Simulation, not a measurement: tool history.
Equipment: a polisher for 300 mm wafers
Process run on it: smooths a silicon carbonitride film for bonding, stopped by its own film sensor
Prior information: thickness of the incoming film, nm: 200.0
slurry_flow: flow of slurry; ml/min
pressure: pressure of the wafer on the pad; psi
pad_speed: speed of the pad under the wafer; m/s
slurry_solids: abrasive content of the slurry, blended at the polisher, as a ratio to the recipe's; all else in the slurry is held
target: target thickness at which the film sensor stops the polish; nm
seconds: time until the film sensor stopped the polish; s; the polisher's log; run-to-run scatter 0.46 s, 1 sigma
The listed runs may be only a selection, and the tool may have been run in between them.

run	hour	slurry_flow	pressure	pad_speed	slurry_solids	target	seconds
1	0.0	220	2.7	0.80	1.0	178	90.463
2	6.5	220	2.9	0.80	1.0	178	83.474
3	8.2	185	2.9	0.80	1.0	178	85.137
4	15.4	185	3.1	0.80	1.0	178	79.140
5	19.0	185	3.4	0.80	1.0	178	72.697
6	24.9	185	3.5	0.80	1.0	178	69.756
7	27.0	185	3.6	0.80	1.0	178	69.352

What will run 8 give?
8	34.4	185	3.7	0.80	1.0	178	?

Run 8 measured seconds 66.287 s.
